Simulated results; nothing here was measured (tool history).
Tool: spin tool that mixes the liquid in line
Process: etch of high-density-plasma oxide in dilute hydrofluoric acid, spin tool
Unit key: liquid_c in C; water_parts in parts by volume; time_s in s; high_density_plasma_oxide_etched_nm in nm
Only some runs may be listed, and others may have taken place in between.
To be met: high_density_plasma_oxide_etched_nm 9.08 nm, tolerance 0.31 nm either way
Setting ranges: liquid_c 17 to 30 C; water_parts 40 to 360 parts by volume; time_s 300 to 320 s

run  hour  liquid_c  water_parts  time_s  high_density_plasma_oxide_etched_nm
  1     0        22          200     300                               5.9987
  2     2        23          195     300                               6.2061
  3   7.7        21          195     300                               5.7548
  4  14.1        22          195     300                                6.018
  5  19.5        22          195     320                               6.3782
  6  26.4      24.5          195     320                                6.983
  7  28.5        25          190     320                                7.356
  8  36.5      25.5          190     320                               7.5503
  9  44.2        26          190     320                               7.8244
 10  44.9      26.5          190     320                                7.884
 11  47.2      26.5          190     320                               8.0146
 12  56.2        27          190     320                               8.1963
 13  65.1      27.5          190     320                               8.3541

Exercise: of the 4 proposed moves below, exactly one satisfies all targets within the stated allowed misses. Which move is it?
  A    74        27          170     320                                    ?
  B    74      26.5          175     300                                    ?
  C    74      29.5          165     300                                    ?
  D    74        30          195     300                                    ?

move  high_density_plasma_oxide_etched_nm
   A                               9.0673
   B                               8.0604
   C                                9.645
   D                               7.9999
A: every result lands within tolerance
B: lands further from the targets than the last run did
C: moves the result that the last run missed by most past its target, out the other side
D: lands further from the targets than the last run did
Correct choice: A, which meets every target

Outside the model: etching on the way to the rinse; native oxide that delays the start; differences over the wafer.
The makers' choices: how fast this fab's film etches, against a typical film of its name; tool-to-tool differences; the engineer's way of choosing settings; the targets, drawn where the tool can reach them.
